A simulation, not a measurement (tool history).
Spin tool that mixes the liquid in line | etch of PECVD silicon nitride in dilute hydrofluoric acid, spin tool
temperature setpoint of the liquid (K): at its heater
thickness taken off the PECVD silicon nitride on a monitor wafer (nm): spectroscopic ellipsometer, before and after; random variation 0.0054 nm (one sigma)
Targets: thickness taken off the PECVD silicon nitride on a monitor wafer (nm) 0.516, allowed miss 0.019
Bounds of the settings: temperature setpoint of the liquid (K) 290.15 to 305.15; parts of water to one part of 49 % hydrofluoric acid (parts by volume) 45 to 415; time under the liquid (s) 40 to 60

run  hour  temperature setpoint of the liquid (K)  parts of water to one part of 49 % hydrofluoric acid (parts by volume)  time under the liquid (s)  thickness taken off the PECVD silicon nitride on a monitor wafer (nm)
  1     0                                  297.15                                                                     230                         60                                                                0.73289
  2   5.3                                  295.65                                                                     230                         60                                                                0.65779
  3     7                                  295.65                                                                     150                         60                                                                 1.0167
  4  12.3                                  294.15                                                                     170                         60                                                                0.79815
  5    15                                  294.15                                                                      90                         60                                                                 1.4992
  6  17.3                                  294.15                                                                      45                         60                                                                 2.9353
  7  21.4                                  293.15                                                                      85                         60                                                                 1.4751
  8  25.2                                  292.15                                                                     110                         60                                                                 1.0705
  9    27                                  291.65                                                                     125                         60                                                                0.93995
 10  33.6                                  291.15                                                                     140                         60                                                                0.80613
 11  40.8                                  290.65                                                                     155                         60                                                                0.70342
 12  46.4                                  290.65                                                                     165                         60                                                                0.65551
 13    53                                  290.65                                                                     165                         60                                                                 0.6589
 14  60.2                                  290.65                                                                     165                         60                                                                0.66725
 15  65.8                                  290.15                                                                     225                         60                                                                0.46801

Which of these 4 next moves meets every target?
  A  71.4                                  291.65                                                                     160                         40                                                                      ?
  B  71.4                                  292.65                                                                     260                         60                                                                      ?
  C  71.4                                  292.65                                                                     225                         60                                                                      ?
  D  71.4                                  290.65                                                                     210                         60                                                                      ?

move  thickness taken off the PECVD silicon nitride on a monitor wafer (nm)
   A                                                                0.48044
   B                                                                0.48153
   C                                                                0.55376
   D                                                                0.51847
A: nearer than the last run, and not there yet
B: nearer than the last run, and not there yet
C: takes the result that was furthest off past its target
D: meets every target
Answer: D

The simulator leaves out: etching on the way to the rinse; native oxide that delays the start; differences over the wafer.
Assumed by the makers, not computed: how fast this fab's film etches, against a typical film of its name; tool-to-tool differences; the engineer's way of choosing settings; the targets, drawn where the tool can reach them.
